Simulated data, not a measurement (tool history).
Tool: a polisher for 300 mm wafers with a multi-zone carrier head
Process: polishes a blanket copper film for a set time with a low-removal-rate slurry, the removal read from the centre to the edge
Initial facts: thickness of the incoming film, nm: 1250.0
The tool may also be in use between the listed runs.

run,hour,flow of slurry (ml/min),pressure of the head's centre zone,pressure of the head's middle zone,pressure of the head's edge zone,abrasive content of the slurry,polishing time (s),film removed at the wafer's centre (nm),film removed at mid-radius (nm),film removed at the wafer's edge (nm)
1,0.0,160,1.00,1.00,1.00,1.00,39,134.28,135.550,137.810
2,4.0,160,1.00,0.94,1.00,1.00,39,134.98,127.460,141.330
3,12.9,140,1.00,0.94,1.00,1.00,39,130.67,126.080,133.080
4,14.4,140,1.00,0.94,1.00,1.00,49,160.96,155.190,169.330
# hour 22.9: worn pad replaced by a new one
5,22.9,140,1.00,0.87,1.00,1.00,49,183.90,162.520,189.030
6,30.3,130,1.02,0.86,1.03,0.85,41,147.15,128.770,153.650
7,34.9,120,1.03,0.85,1.00,0.75,35,120.69,105.170,126.320
8,41.5,120,1.05,0.84,0.97,0.70,31,108.83,89.913,110.010
9,50.2,120,1.06,0.84,0.93,0.65,29,102.67,84.798,99.297

Run 10 is up next; what results do you expect?
10,57.1,100,1.09,0.81,0.94,0.50,21,?,?,?

Run 10 yielded film removed at the wafer's centre (nm) 67.93, film removed at mid-radius (nm) 53.997, film removed at the wafer's edge (nm) 66.010.

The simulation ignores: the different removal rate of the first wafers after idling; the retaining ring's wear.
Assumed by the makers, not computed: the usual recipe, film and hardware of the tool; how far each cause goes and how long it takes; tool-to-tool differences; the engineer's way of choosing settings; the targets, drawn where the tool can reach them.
